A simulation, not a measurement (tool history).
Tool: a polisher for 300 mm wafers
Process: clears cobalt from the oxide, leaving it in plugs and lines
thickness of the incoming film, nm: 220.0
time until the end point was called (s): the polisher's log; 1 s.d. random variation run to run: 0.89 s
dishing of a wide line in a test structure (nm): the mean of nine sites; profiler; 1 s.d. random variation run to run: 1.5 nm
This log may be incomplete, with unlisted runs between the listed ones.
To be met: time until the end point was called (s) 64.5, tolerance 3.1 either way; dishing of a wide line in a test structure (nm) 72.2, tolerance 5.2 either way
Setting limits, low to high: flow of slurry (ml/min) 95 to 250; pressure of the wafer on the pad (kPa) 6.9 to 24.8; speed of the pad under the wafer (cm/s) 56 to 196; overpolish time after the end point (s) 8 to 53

run,hour,flow of slurry (ml/min),pressure of the wafer on the pad (kPa),speed of the pad under the wafer (cm/s),overpolish time after the end point (s),time until the end point was called (s),dishing of a wide line in a test structure (nm)
1,0,160,15.9,126,27,30.846,83.639
2,7.6,140,15.9,126,27,31.194,83.745
3,15.8,125,15.9,126,27,31.878,82.929
4,17.8,125,13.8,122,28,37.6,80.36
5,23.8,125,13.8,122,18,38.04,65.758
6,32.4,125,13.8,122,28,37.977,77.817
7,37.5,125,12.4,120,30,42.554,78.304
8,38.6,125,11,120,31,48.438,73.835
9,42.8,125,10.3,120,33,49.509,76.999
10,44.7,125,9.7,120,34,52.909,75.578
11,51.7,125,9,120,34,57.933,69.803
12,53.3,125,7.6,118,43,68.808,75.832
13,60.3,125,7.6,118,42,68.723,75.496
14,69.2,125,7.6,118,41,68.177,73.907
15,71.4,125,7.6,118,41,68.382,75.948
16,77.2,125,7.6,118,41,69.011,74.649
17,83.3,125,7.6,118,40,70.099,73.518
18,85.1,125,7.6,118,39,68.811,73.507
19,92,125,7.6,118,38,68.247,69.511

Pick the move, out of 5, that brings all results within their allowed miss; only one does.
A,98.9,120,11,82,38,?,?
B,98.9,130,10.3,108,46,?,?
C,98.9,135,7.6,148,33,?,?
D,98.9,125,6.9,118,33,?,?
E,98.9,130,9,102,49,?,?

move,time until the end point was called (s),dishing of a wide line in a test structure (nm)
A,64.145,75.318
B,54.418,86.104
C,56.147,74.958
D,75.022,64.801
E,65.197,82.999
A: every result within its allowed miss
B: pushes the last run's worst result past its target
C: pushes the last run's worst result past its target
D: lands further from the targets than the last run did
E: brings the result that was furthest off to its target, and leaves another outside
The right move is A.
